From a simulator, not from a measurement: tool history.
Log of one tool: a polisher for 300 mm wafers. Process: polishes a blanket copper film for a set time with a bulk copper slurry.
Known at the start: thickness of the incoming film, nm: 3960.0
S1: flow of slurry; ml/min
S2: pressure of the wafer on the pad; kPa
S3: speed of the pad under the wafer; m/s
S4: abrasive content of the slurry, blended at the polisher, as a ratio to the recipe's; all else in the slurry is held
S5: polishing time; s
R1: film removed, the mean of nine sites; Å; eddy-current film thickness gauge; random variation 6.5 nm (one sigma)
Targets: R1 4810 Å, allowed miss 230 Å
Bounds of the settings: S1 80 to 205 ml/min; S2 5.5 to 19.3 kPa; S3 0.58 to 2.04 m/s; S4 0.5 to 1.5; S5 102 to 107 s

run  hour   S1    S2    S3  S4   S5      R1
  1     0  135  12.4   1.3   1  102  8236.5
  2   7.6  135    11  1.28   1  102  7544.4
  3   8.5  135    11  1.46   1  102  8412.9
  4    13  135   9.7   1.4   1  102  7327.2
  5  17.6  135   9.7   1.4   1  107  7399.7
  6  19.4  135     9  1.38   1  107  6970.8
  7  26.7  135   8.3  1.36   1  107  6540.8
  8  35.6  135   7.6  1.34   1  107  5939.8
  9  37.8  135   6.9  1.34   1  107  5547.9
 10  46.5  130   5.5  1.32   1  107    4468
 11  53.4  135   5.5  1.32   1  107  4507.9
 12  60.7  140   5.5  1.32   1  107  4537.2

Which of these 4 next moves meets every target?
  A    68  145  5.5   1.3  0.95  104   ?
  B    68  155  6.9  1.22   1.1  102   ?
  C    68  135  6.9  1.08   1.1  102   ?
  D    68  155  5.5  1.26  1.05  106   ?

move      R1
   A  4281.6
   B  4879.1
   C  4243.9
   D  4340.6
A: further off than the last run
B: meets every target
C: further off than the last run
D: further off than the last run
Answer: B
